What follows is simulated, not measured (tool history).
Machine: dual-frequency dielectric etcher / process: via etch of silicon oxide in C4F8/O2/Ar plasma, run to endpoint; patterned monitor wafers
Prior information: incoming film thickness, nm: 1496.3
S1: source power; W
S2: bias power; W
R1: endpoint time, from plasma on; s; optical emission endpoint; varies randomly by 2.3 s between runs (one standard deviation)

run    day    S1    S2      R1
  1  0.000  1750  2500  282.91
  2  0.171  1750  2265  285.79
  3  0.296  1630  2196  304.61
  4  0.350  1900  2196  277.92
  5  0.671  1790  2150  287.05
  6  0.725  1700  2113  296.97

Run 7, settings as shown, results not yet in. Your forecast:
  7  0.762  1350  1894   ?

{"run 7": {"R1": 358.0}}
